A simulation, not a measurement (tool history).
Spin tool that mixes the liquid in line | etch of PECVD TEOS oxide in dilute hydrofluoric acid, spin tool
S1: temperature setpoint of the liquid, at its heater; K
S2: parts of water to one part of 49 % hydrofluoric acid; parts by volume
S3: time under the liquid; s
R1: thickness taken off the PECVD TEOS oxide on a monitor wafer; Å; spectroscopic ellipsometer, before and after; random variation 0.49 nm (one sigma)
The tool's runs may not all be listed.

run	day	S1	S2	S3	R1
1	0.000	296.15	120	145	227.25
2	0.112	296.15	120	145	227.22
3	0.308	298.65	95	145	327.77
4	0.521	298.65	95	145	325.47
5	0.842	300.15	80	145	417.91
6	1.192	300.15	80	155	454.42

The next listed run, before its measurement:
7	1.242	301.15	75	155	?

R1: 504.01 Å
